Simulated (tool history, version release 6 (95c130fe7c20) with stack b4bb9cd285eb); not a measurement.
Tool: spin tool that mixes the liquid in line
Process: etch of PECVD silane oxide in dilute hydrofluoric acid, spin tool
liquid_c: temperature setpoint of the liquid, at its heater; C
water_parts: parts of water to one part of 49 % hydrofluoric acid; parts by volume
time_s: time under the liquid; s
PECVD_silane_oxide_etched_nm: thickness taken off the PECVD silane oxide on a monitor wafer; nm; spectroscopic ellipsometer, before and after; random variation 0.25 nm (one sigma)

run 1 hour=0 | liquid_c=22 water_parts=190 time_s=330 | PECVD_silane_oxide_etched_nm=33.402
run 2 hour=3.3 | liquid_c=22 water_parts=190 time_s=350 | PECVD_silane_oxide_etched_nm=35.232
run 3 hour=6.1 | liquid_c=22 water_parts=220 time_s=350 | PECVD_silane_oxide_etched_nm=30.063
run 4 hour=7 | liquid_c=21.5 water_parts=220 time_s=350 | PECVD_silane_oxide_etched_nm=29.161
run 5 hour=7.9 | liquid_c=21 water_parts=220 time_s=350 | PECVD_silane_oxide_etched_nm=28.975
run 6 hour=8.5 | liquid_c=21 water_parts=175 time_s=350 | PECVD_silane_oxide_etched_nm=37.785
run 7 hour=11.2 | liquid_c=20.5 water_parts=180 time_s=350 | PECVD_silane_oxide_etched_nm=35.322
run 8 hour=17.2 | liquid_c=20 water_parts=185 time_s=350 | PECVD_silane_oxide_etched_nm=34.556
run 9 hour=17.8 | liquid_c=19.5 water_parts=190 time_s=350 | PECVD_silane_oxide_etched_nm=32.113

Run 10 has not been measured yet. What should we expect?
run 10 hour=19.4 | liquid_c=19 water_parts=195 time_s=350 | PECVD_silane_oxide_etched_nm=?

PECVD_silane_oxide_etched_nm: 30.798 nm
